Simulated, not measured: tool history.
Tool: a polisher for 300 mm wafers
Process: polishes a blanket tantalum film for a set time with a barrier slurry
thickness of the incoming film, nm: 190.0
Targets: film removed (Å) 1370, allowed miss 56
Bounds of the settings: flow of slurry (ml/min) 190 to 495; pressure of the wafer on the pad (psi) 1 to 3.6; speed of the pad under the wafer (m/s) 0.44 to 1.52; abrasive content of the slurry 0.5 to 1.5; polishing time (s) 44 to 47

run    day  flow of slurry (ml/min)  pressure of the wafer on the pad (psi)  speed of the pad under the wafer (m/s)  abrasive content of the slurry  polishing time (s)  film removed (Å)
  1      0                      320                                     2.3                                    0.98                               1                  44            697.12
  2  0.312                      320                                     2.3                                    0.98                             1.1                  44            711.89
  3  0.404                      320                                     2.7                                    0.98                             1.1                  44            833.28
  4  0.521                      320                                     2.8                                       1                             1.1                  44            887.45
  5  0.617                      320                                     2.8                                       1                             1.1                  47            936.49
  6  0.925                      320                                     2.8                                       1                             1.2                  47            960.33
  7    1.3                      320                                     2.9                                       1                             1.2                  47            994.62
  8  1.533                      320                                     3.5                                    1.04                             1.2                  47            1241.5

Which of these 5 next moves meets every target?
  A  1.767                      315                                     3.6                                    1.16                             1.1                  46                 ?
  B  1.767                      365                                     3.2                                    1.06                             1.3                  45                 ?
  C  1.767                      485                                     3.6                                     1.1                             1.1                  44                 ?
  D  1.767                      290                                     3.6                                    1.06                            1.15                  47                 ?
  E  1.767                      330                                     3.4                                    1.08                            1.15                  46                 ?

move  film removed (Å)
   A              1345
   B            1132.9
   C            1262.1
   D            1263.3
   E            1205.2
A: meets every target
B: further off than the last run
C: nearer than the last run, and not there yet
D: nearer than the last run, and not there yet
E: further off than the last run
The right move is A.
